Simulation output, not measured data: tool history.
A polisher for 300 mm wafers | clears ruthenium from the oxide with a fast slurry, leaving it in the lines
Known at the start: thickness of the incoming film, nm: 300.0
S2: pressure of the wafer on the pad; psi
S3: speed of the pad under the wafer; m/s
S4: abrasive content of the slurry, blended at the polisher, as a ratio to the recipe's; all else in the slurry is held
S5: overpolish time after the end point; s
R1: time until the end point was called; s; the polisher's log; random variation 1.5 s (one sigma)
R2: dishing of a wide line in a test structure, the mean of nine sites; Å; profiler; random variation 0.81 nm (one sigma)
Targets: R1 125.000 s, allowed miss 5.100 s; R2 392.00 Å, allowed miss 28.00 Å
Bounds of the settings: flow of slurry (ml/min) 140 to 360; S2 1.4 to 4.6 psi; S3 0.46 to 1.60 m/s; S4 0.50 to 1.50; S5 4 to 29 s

{"run": 1, "hour": 0.0, "flow of slurry (ml/min)": 230, "S2": 3.0, "S3": 1.02, "S4": 1.0, "S5": 15, "R1": 65.284, "R2": 455.33}
{"run": 2, "hour": 7.8, "flow of slurry (ml/min)": 230, "S2": 2.5, "S3": 0.98, "S4": 1.0, "S5": 17, "R1": 82.903, "R2": 414.32}
{"run": 3, "hour": 10.8, "flow of slurry (ml/min)": 230, "S2": 2.5, "S3": 0.86, "S4": 1.0, "S5": 17, "R1": 91.907, "R2": 373.04}
{"run": 4, "hour": 14.0, "flow of slurry (ml/min)": 230, "S2": 2.2, "S3": 0.86, "S4": 1.0, "S5": 19, "R1": 103.83, "R2": 376.06}
{"run": 5, "hour": 19.8, "flow of slurry (ml/min)": 285, "S2": 2.2, "S3": 0.86, "S4": 1.0, "S5": 19, "R1": 104.95, "R2": 389.11}
{"run": 6, "hour": 28.8, "flow of slurry (ml/min)": 285, "S2": 2.1, "S3": 0.86, "S4": 1.0, "S5": 20, "R1": 106.38, "R2": 368.89}
{"run": 7, "hour": 36.9, "flow of slurry (ml/min)": 285, "S2": 2.0, "S3": 0.86, "S4": 1.0, "S5": 22, "R1": 112.76, "R2": 385.82}
{"run": 8, "hour": 37.6, "flow of slurry (ml/min)": 285, "S2": 1.9, "S3": 0.86, "S4": 1.0, "S5": 23, "R1": 118.14, "R2": 409.73}

5 next moves are on the table. One of them brings every result within its allowed miss. Which?
{"run": "A", "hour": 38.3, "flow of slurry (ml/min)": 280, "S2": 1.9, "S3": 0.82, "S4": 1.0, "S5": 24, "R1": "?", "R2": "?"}
{"run": "B", "hour": 38.3, "flow of slurry (ml/min)": 330, "S2": 1.9, "S3": 0.86, "S4": 1.05, "S5": 27, "R1": "?", "R2": "?"}
{"run": "C", "hour": 38.3, "flow of slurry (ml/min)": 270, "S2": 2.0, "S3": 0.88, "S4": 0.95, "S5": 24, "R1": "?", "R2": "?"}
{"run": "D", "hour": 38.3, "flow of slurry (ml/min)": 280, "S2": 1.9, "S3": 0.94, "S4": 1.0, "S5": 24, "R1": "?", "R2": "?"}
{"run": "E", "hour": 38.3, "flow of slurry (ml/min)": 295, "S2": 1.8, "S3": 0.92, "S4": 1.1, "S5": 18, "R1": "?", "R2": "?"}

move=A R1=122.080 R2=389.99
move=B R1=111.390 R2=470.12
move=C R1=112.960 R2=418.19
move=D R1=107.000 R2=438.92
move=E R1=107.720 R2=336.36
A: meets every target
B: further off than the last run
C: further off than the last run
D: further off than the last run
E: further off than the last run
Answer: A

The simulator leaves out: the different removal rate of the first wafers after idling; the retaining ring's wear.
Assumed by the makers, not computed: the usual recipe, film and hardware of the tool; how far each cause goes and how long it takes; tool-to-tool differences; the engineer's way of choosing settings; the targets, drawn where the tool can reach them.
